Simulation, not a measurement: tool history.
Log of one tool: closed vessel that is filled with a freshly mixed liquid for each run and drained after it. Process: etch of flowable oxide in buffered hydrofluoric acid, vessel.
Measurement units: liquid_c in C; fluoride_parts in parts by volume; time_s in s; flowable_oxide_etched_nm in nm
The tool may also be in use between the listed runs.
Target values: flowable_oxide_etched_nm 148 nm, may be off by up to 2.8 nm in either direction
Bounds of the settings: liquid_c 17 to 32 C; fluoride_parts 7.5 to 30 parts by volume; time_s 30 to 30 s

run,hour,liquid_c,fluoride_parts,time_s,flowable_oxide_etched_nm
1,0,24,21,30,67.31
2,7.3,24,17,30,81.507
3,14.1,25,16.5,30,89.216
4,17.1,25,12.5,30,116.85
5,21.8,25.5,12.5,30,119.9
6,30.7,26,12.5,30,122.48
7,35.2,26.5,12.5,30,127.23
8,43.8,27,12.5,30,130.35
9,47.7,30,12.5,30,151.97

Of the 4 settings listed for the next run, only one would bring every result within its allowed miss of target. Which one?
A,51.6,30,12,30,?
B,51.6,31,13.5,30,?
C,51.6,29,11.5,30,?
D,51.6,29.5,12,30,?

move,flowable_oxide_etched_nm
A,157.14
B,147.59
C,155.4
D,153.07
A: further off than the last run
B: meets every target
C: further off than the last run
D: further off than the last run
So the answer is move B, the one that meets all the targets.
